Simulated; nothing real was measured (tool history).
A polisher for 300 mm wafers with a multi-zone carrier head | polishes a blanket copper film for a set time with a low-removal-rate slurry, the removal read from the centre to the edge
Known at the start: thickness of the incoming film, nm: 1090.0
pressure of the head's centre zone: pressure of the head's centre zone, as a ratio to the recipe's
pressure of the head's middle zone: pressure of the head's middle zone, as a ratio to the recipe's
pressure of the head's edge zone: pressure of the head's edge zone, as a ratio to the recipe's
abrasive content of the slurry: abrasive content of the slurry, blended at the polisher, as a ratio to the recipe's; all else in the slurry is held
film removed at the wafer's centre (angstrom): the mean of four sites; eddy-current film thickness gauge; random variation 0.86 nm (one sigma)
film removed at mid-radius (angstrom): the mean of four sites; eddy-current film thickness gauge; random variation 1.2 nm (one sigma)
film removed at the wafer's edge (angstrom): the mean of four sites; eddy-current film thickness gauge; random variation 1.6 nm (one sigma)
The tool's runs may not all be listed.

run    day  flow of slurry (ml/min)  pressure of the head's centre zone  pressure of the head's middle zone  pressure of the head's edge zone  abrasive content of the slurry  polishing time (s)  film removed at the wafer's centre (angstrom)  film removed at mid-radius (angstrom)  film removed at the wafer's edge (angstrom)
  1  0.000                      125                                1.00                                1.00                              1.00                            1.00                  76                                         1766.7                                 1760.4                                       1811.4
  2  0.058                      125                                1.00                                0.95                              1.00                            1.00                  76                                         1795.8                                 1716.6                                       1784.9
  3  0.362                      115                                0.98                                0.92                              1.00                            0.90                  73                                         1619.4                                 1539.4                                       1688.2
  4  0.496                      110                                0.97                                0.91                              0.97                            0.80                  70                                         1493.1                                 1406.9                                       1586.0
  5  0.692                      110                                0.97                                0.92                              0.95                            0.75                  67                                         1399.6                                 1341.7                                       1463.9
  6  0.846                      105                                0.96                                0.91                              0.93                            0.70                  66                                         1325.9                                 1246.1                                       1409.9
  7  0.996                      105                                0.95                                0.91                              0.91                            0.65                  65                                         1292.5                                 1230.6                                       1344.1
  8  1.279                      100                                0.94                                0.90                              0.90                            0.65                  65                                         1266.0                                 1203.7                                       1315.5
  9  1.650                       95                                0.93                                0.89                              0.89                            0.65                  65                                         1221.9                                 1172.8                                       1278.4

The next listed run, before its measurement:
 10  1.683                       90                                0.93                                0.88                              0.89                            0.65                  65                                              ?                                      ?                                            ?

film removed at the wafer's centre (angstrom): 1208.8
film removed at mid-radius (angstrom): 1152.4
film removed at the wafer's edge (angstrom): 1246.1
